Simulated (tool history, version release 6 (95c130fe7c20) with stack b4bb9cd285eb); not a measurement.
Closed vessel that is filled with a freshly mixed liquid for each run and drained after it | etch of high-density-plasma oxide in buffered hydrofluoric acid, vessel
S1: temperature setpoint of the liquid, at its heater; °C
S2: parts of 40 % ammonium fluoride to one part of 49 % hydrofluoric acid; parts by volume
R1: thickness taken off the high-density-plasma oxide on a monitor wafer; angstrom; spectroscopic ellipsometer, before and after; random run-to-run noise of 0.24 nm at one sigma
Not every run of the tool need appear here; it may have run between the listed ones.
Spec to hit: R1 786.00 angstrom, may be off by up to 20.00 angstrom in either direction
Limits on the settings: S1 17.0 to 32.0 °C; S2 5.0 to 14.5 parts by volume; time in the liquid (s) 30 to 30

{"run": 1, "hour": 0.0, "S1": 25.0, "S2": 9.0, "time in the liquid (s)": 30, "R1": 392.08}
{"run": 2, "hour": 5.0, "S1": 25.0, "S2": 9.0, "time in the liquid (s)": 30, "R1": 389.48}
{"run": 3, "hour": 10.4, "S1": 27.0, "S2": 8.0, "time in the liquid (s)": 30, "R1": 495.19}
{"run": 4, "hour": 12.7, "S1": 28.5, "S2": 7.5, "time in the liquid (s)": 30, "R1": 575.78}
{"run": 5, "hour": 14.9, "S1": 30.5, "S2": 7.5, "time in the liquid (s)": 30, "R1": 639.92}
{"run": 6, "hour": 21.4, "S1": 30.5, "S2": 9.5, "time in the liquid (s)": 30, "R1": 508.54}
{"run": 7, "hour": 27.8, "S1": 31.0, "S2": 8.5, "time in the liquid (s)": 30, "R1": 572.58}
{"run": 8, "hour": 33.2, "S1": 31.5, "S2": 8.0, "time in the liquid (s)": 30, "R1": 626.51}

Next run, 4 choices. One meets every target within its allowed miss, the rest don't. Which?
{"run": "A", "hour": 38.6, "S1": 32.0, "S2": 6.5, "time in the liquid (s)": 30, "R1": "?"}
{"run": "B", "hour": 38.6, "S1": 32.0, "S2": 9.0, "time in the liquid (s)": 30, "R1": "?"}
{"run": "C", "hour": 38.6, "S1": 28.5, "S2": 10.5, "time in the liquid (s)": 30, "R1": "?"}
{"run": "D", "hour": 38.6, "S1": 31.0, "S2": 7.0, "time in the liquid (s)": 30, "R1": "?"}

move=A R1=792.85
move=B R1=566.75
move=C R1=421.24
move=D R1=706.00
A: in spec on every target
B: moves away from the targets compared with the last run
C: moves away from the targets compared with the last run
D: moves toward the targets from the last run without getting all of them in spec
A is the move that brings every result within its allowed miss.

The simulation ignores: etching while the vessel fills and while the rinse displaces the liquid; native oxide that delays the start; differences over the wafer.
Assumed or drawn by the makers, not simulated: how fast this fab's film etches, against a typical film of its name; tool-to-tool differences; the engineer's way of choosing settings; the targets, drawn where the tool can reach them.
